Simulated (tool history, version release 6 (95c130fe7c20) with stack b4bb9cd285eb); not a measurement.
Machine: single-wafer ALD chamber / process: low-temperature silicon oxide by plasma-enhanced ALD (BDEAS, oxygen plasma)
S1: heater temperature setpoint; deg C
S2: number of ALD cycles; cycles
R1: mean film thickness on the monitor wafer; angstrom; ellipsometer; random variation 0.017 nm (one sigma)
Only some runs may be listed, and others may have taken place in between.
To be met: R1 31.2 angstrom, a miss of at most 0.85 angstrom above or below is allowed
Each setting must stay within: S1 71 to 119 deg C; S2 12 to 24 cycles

Run 1, hour 0: S1 95 deg C, S2 18 cycles. Result: R1 27.233 angstrom.
Run 2, hour 2.6: S1 100 deg C, S2 18 cycles. Result: R1 26.773 angstrom.
Run 3, hour 3.4: S1 92 deg C, S2 18 cycles. Result: R1 27.108 angstrom.
Run 4, hour 7.7: S1 91 deg C, S2 19 cycles. Result: R1 28.835 angstrom.
Run 5, hour 15.7: S1 96 deg C, S2 19 cycles. Result: R1 28.086 angstrom.
Run 6, hour 18.5: S1 96 deg C, S2 17 cycles. Result: R1 25.266 angstrom.
Run 7, hour 27: S1 95 deg C, S2 18 cycles. Result: R1 26.878 angstrom.
Run 8, hour 28.9: S1 83 deg C, S2 21 cycles. Result: R1 32.709 angstrom.
Run 9, hour 29.7: S1 84 deg C, S2 21 cycles. Result: R1 32.794 angstrom.
Run 10, hour 34.6: S1 85 deg C, S2 21 cycles. Result: R1 32.58 angstrom.
Run 11, hour 35.4: S1 86 deg C, S2 21 cycles. Result: R1 32.02 angstrom.
At hour 38.3: thermocouple changed; heater temperature recalibrated.
Run 12, hour 38.3: S1 87 deg C, S2 21 cycles. Result: R1 32.818 angstrom.

5 candidate next runs follow, results not yet known. Just one meets every target within its allowed miss. Identify it.
Run A, hour 41.2: S1 86 deg C, S2 23 cycles. Result: R1 ?.
Run B, hour 41.2: S1 85 deg C, S2 20 cycles. Result: R1 ?.
Run C, hour 41.2: S1 86 deg C, S2 22 cycles. Result: R1 ?.
Run D, hour 41.2: S1 89 deg C, S2 22 cycles. Result: R1 ?.
Run E, hour 41.2: S1 85 deg C, S2 22 cycles. Result: R1 ?.

move      R1
   A  36.201
   B  31.575
   C  34.627
   D  34.312
   E  34.733
A: misses by more than the last run did
B: in spec on every target
C: misses by more than the last run did
D: misses by more than the last run did
E: misses by more than the last run did
So the answer is move B, the one that meets all the targets.
